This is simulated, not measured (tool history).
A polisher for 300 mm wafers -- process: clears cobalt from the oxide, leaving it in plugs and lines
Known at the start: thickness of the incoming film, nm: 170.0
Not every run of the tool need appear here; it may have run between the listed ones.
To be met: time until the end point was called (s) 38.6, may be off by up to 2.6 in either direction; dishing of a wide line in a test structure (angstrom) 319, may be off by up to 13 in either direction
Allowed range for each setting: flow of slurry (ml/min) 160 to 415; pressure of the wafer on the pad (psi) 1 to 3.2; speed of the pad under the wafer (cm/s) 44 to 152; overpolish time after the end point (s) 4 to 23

run,hour,flow of slurry (ml/min),pressure of the wafer on the pad (psi),speed of the pad under the wafer (cm/s),overpolish time after the end point (s),time until the end point was called (s),dishing of a wide line in a test structure (angstrom)
1,0,265,2.1,98,12,26.512,304.17
2,3,265,1.9,96,13,28.795,308.7
3,7.5,290,1.9,96,13,30.02,310.1
4,13.3,295,1.8,96,14,31.879,312.53
5,19.7,295,1.6,96,14,35.02,298.92
6,24,295,1.6,96,11,35.02,270.26
7,27.4,295,1.6,96,12,34.338,281.98
8,29.3,295,1.6,96,13,34.394,291.29
9,34.7,295,1.6,96,14,34.439,298.48

Which of these 5 next moves meets every target?
A,40.1,230,1.3,142,13,?,?
B,40.1,290,1.8,102,10,?,?
C,40.1,320,1.5,108,12,?,?
D,40.1,350,1.8,72,20,?,?
E,40.1,360,2.1,52,16,?,?

move,time until the end point was called (s),dishing of a wide line in a test structure (angstrom)
A,32.205,303.28
B,30.306,279.76
C,34.176,287.68
D,39.132,327.34
E,42.474,296.81
A: the biggest miss grows against the last run
B: the biggest miss grows against the last run
C: the biggest miss grows against the last run
D: every result lands within tolerance
E: takes the result that was furthest off past its target
D is the move that brings every result within its allowed miss.
